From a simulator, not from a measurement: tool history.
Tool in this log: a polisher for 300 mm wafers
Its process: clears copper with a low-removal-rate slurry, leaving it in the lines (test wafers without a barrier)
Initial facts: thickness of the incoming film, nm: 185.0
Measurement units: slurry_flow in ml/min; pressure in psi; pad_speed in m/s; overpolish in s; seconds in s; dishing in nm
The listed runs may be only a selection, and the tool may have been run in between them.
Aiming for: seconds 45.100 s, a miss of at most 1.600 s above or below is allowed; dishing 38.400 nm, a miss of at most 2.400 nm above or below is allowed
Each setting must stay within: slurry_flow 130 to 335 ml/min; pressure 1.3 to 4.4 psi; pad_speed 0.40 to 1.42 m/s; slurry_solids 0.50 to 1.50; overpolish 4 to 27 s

Run 1, day 0.000: slurry_flow 215 ml/min, pressure 2.8 psi, pad_speed 0.90 m/s, slurry_solids 1.00, overpolish 14 s. Result: seconds 67.742 s, dishing 23.101 nm.
Run 2, day 0.225: slurry_flow 215 ml/min, pressure 2.4 psi, pad_speed 0.90 m/s, slurry_solids 1.00, overpolish 14 s. Result: seconds 78.085 s, dishing 19.653 nm.
Run 3, day 0.388: slurry_flow 215 ml/min, pressure 2.4 psi, pad_speed 0.90 m/s, slurry_solids 1.00, overpolish 11 s. Result: seconds 81.346 s, dishing 16.141 nm.
Run 4, day 0.688: slurry_flow 210 ml/min, pressure 2.9 psi, pad_speed 0.90 m/s, slurry_solids 1.00, overpolish 13 s. Result: seconds 66.174 s, dishing 22.657 nm.
Run 5, day 1.029: slurry_flow 210 ml/min, pressure 3.2 psi, pad_speed 0.90 m/s, slurry_solids 1.00, overpolish 14 s. Result: seconds 59.960 s, dishing 24.396 nm.
Run 6, day 1.200: slurry_flow 210 ml/min, pressure 3.8 psi, pad_speed 0.90 m/s, slurry_solids 1.00, overpolish 14 s. Result: seconds 50.214 s, dishing 28.245 nm.
Run 7, day 1.379: slurry_flow 210 ml/min, pressure 3.9 psi, pad_speed 0.90 m/s, slurry_solids 1.00, overpolish 15 s. Result: seconds 49.639 s, dishing 30.245 nm.
Run 8, day 1.575: slurry_flow 210 ml/min, pressure 4.0 psi, pad_speed 0.90 m/s, slurry_solids 1.00, overpolish 16 s. Result: seconds 48.533 s, dishing 32.890 nm.
Run 9, day 1.692: slurry_flow 210 ml/min, pressure 4.1 psi, pad_speed 0.90 m/s, slurry_solids 1.00, overpolish 17 s. Result: seconds 47.992 s, dishing 33.527 nm.
Run 10, day 1.871: slurry_flow 210 ml/min, pressure 4.2 psi, pad_speed 0.90 m/s, slurry_solids 1.00, overpolish 18 s. Result: seconds 45.637 s, dishing 35.589 nm.

Consider the 5 candidate settings below. Which is the only one whose results all fall within their allowed miss of target?
Run A, day 2.050: slurry_flow 180 ml/min, pressure 4.1 psi, pad_speed 1.06 m/s, slurry_solids 0.75, overpolish 20 s. Result: seconds ?, dishing ?.
Run B, day 2.050: slurry_flow 230 ml/min, pressure 4.1 psi, pad_speed 1.06 m/s, slurry_solids 0.95, overpolish 18 s. Result: seconds ?, dishing ?.
Run C, day 2.050: slurry_flow 160 ml/min, pressure 4.4 psi, pad_speed 0.82 m/s, slurry_solids 1.00, overpolish 18 s. Result: seconds ?, dishing ?.
Run D, day 2.050: slurry_flow 225 ml/min, pressure 4.2 psi, pad_speed 0.82 m/s, slurry_solids 1.00, overpolish 23 s. Result: seconds ?, dishing ?.
Run E, day 2.050: slurry_flow 250 ml/min, pressure 4.4 psi, pad_speed 0.88 m/s, slurry_solids 0.95, overpolish 16 s. Result: seconds ?, dishing ?.

move  seconds  dishing
   A   45.394   38.003
   B   40.807   38.026
   C   49.946   34.083
   D   50.401   38.773
   E   45.273   33.683
A: every result within its allowed miss
B: the furthest-off result lands on target, but another misses its tolerance
C: lands further from the targets than the last run did
D: the furthest-off result lands on target, but another misses its tolerance
E: lands further from the targets than the last run did
A meets every target.
